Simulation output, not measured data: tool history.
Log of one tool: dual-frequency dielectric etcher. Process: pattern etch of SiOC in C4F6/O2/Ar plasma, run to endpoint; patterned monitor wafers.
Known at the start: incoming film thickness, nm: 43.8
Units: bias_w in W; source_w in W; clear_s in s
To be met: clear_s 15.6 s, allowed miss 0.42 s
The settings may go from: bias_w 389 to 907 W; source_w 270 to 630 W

Run 1, hour 0: bias_w 648 W, source_w 450 W. Result: clear_s 12.275 s.
Run 2, hour 3.6: bias_w 608 W, source_w 430 W. Result: clear_s 13.048 s.
Run 3, hour 4.1: bias_w 576 W, source_w 430 W. Result: clear_s 13.469 s.
Run 4, hour 11: bias_w 552 W, source_w 430 W. Result: clear_s 13.631 s.
Run 5, hour 16.3: bias_w 552 W, source_w 400 W. Result: clear_s 13.951 s.
Run 6, hour 21.7: bias_w 552 W, source_w 450 W. Result: clear_s 13.332 s.
Run 7, hour 28.8: bias_w 527 W, source_w 440 W. Result: clear_s 13.689 s.
Run 8, hour 36.3: bias_w 506 W, source_w 430 W. Result: clear_s 14.101 s.
Run 9, hour 44.6: bias_w 489 W, source_w 430 W. Result: clear_s 14.174 s.
Run 10, hour 46.5: bias_w 474 W, source_w 420 W. Result: clear_s 14.815 s.

5 next moves are on the table. One of them brings every result within its allowed miss. Which?
Run A, hour 48.4: bias_w 444 W, source_w 430 W. Result: clear_s ?.
Run B, hour 48.4: bias_w 492 W, source_w 410 W. Result: clear_s ?.
Run C, hour 48.4: bias_w 415 W, source_w 410 W. Result: clear_s ?.
Run D, hour 48.4: bias_w 389 W, source_w 380 W. Result: clear_s ?.
Run E, hour 48.4: bias_w 459 W, source_w 440 W. Result: clear_s ?.

move  clear_s
   A   14.949
   B   14.617
   C   15.704
   D   16.694
   E   14.595
A: nearer than the last run, and not there yet
B: further off than the last run
C: meets every target
D: takes the result that was furthest off past its target
E: further off than the last run
Answer: C
